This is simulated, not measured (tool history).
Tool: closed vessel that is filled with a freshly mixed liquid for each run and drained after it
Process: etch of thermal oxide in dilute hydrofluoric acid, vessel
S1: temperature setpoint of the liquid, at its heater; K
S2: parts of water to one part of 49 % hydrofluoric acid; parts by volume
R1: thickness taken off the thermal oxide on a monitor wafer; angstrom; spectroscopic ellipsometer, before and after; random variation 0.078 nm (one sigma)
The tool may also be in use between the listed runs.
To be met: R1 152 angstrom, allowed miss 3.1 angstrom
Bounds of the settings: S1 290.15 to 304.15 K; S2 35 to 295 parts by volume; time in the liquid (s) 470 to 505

Run 1, hour 0: S1 296.15 K, S2 165 parts by volume, time in the liquid (s) 470. Result: R1 122.61 angstrom.
Run 2, hour 7.2: S1 296.15 K, S2 165 parts by volume, time in the liquid (s) 505. Result: R1 133 angstrom.
Run 3, hour 10.7: S1 296.15 K, S2 165 parts by volume, time in the liquid (s) 470. Result: R1 122.69 angstrom.
Run 4, hour 17.6: S1 294.15 K, S2 165 parts by volume, time in the liquid (s) 470. Result: R1 113.44 angstrom.
Run 5, hour 21.9: S1 295.15 K, S2 165 parts by volume, time in the liquid (s) 470. Result: R1 119.32 angstrom.
Run 6, hour 29.4: S1 296.65 K, S2 165 parts by volume, time in the liquid (s) 470. Result: R1 124.87 angstrom.
At hour 32.3: thermometer replaced.
Run 7, hour 32.3: S1 297.15 K, S2 165 parts by volume, time in the liquid (s) 470. Result: R1 118.92 angstrom.
Run 8, hour 35.4: S1 297.15 K, S2 160 parts by volume, time in the liquid (s) 470. Result: R1 124.07 angstrom.
Run 9, hour 44.8: S1 297.65 K, S2 155 parts by volume, time in the liquid (s) 470. Result: R1 130.95 angstrom.

4 next moves are on the table. One of them brings every result within its allowed miss. Which?
Run A, hour 54.2: S1 295.15 K, S2 130 parts by volume, time in the liquid (s) 475. Result: R1 ?.
Run B, hour 54.2: S1 300.15 K, S2 155 parts by volume, time in the liquid (s) 470. Result: R1 ?.
Run C, hour 54.2: S1 294.15 K, S2 135 parts by volume, time in the liquid (s) 505. Result: R1 ?.
Run D, hour 54.2: S1 299.65 K, S2 150 parts by volume, time in the liquid (s) 490. Result: R1 ?.

move      R1
   A   147.2
   B  143.64
   C  144.05
   D  152.83
A: nearer than the last run, and not there yet
B: nearer than the last run, and not there yet
C: nearer than the last run, and not there yet
D: meets every target
Move D is the one to make.
